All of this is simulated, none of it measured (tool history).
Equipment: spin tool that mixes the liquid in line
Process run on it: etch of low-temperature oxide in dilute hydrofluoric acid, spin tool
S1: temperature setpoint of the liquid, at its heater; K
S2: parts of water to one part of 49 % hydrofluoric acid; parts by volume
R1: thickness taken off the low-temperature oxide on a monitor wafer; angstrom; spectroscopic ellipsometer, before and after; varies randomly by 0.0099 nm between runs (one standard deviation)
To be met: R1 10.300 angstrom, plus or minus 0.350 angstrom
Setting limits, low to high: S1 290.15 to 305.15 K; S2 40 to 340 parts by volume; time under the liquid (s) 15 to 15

{"run": 1, "day": 0.0, "S1": 297.15, "S2": 190, "time under the liquid (s)": 15, "R1": 17.829}
{"run": 2, "day": 0.054, "S1": 295.65, "S2": 190, "time under the liquid (s)": 15, "R1": 17.238}
{"run": 3, "day": 0.25, "S1": 295.65, "S2": 190, "time under the liquid (s)": 15, "R1": 16.852}
{"run": 4, "day": 0.429, "S1": 294.15, "S2": 205, "time under the liquid (s)": 15, "R1": 14.485}
{"run": 5, "day": 0.562, "S1": 293.15, "S2": 215, "time under the liquid (s)": 15, "R1": 13.054}
{"day": 0.867, "done": "hydrofluoric acid flow meter replaced"}
{"run": 6, "day": 0.867, "S1": 292.15, "S2": 220, "time under the liquid (s)": 15, "R1": 13.873}
{"run": 7, "day": 1.162, "S1": 292.15, "S2": 235, "time under the liquid (s)": 15, "R1": 12.876}
{"run": 8, "day": 1.358, "S1": 291.65, "S2": 250, "time under the liquid (s)": 15, "R1": 11.574}
{"run": 9, "day": 1.642, "S1": 291.15, "S2": 255, "time under the liquid (s)": 15, "R1": 11.095}
{"run": 10, "day": 1.783, "S1": 291.15, "S2": 260, "time under the liquid (s)": 15, "R1": 10.821}

Of the 5 settings listed for the next run, only one would bring every result within its allowed miss of target. Which one?
{"run": "A", "day": 1.925, "S1": 290.15, "S2": 260, "time under the liquid (s)": 15, "R1": "?"}
{"run": "B", "day": 1.925, "S1": 290.15, "S2": 250, "time under the liquid (s)": 15, "R1": "?"}
{"run": "C", "day": 1.925, "S1": 292.15, "S2": 260, "time under the liquid (s)": 15, "R1": "?"}
{"run": "D", "day": 1.925, "S1": 290.65, "S2": 250, "time under the liquid (s)": 15, "R1": "?"}
{"run": "E", "day": 1.925, "S1": 294.15, "S2": 275, "time under the liquid (s)": 15, "R1": "?"}

move=A R1=10.533
move=B R1=11.049
move=C R1=11.369
move=D R1=11.265
move=E R1=11.420
A: every result within its allowed miss
B: the biggest miss grows against the last run
C: the biggest miss grows against the last run
D: the biggest miss grows against the last run
E: the biggest miss grows against the last run
So the answer is move A, the one that meets all the targets.
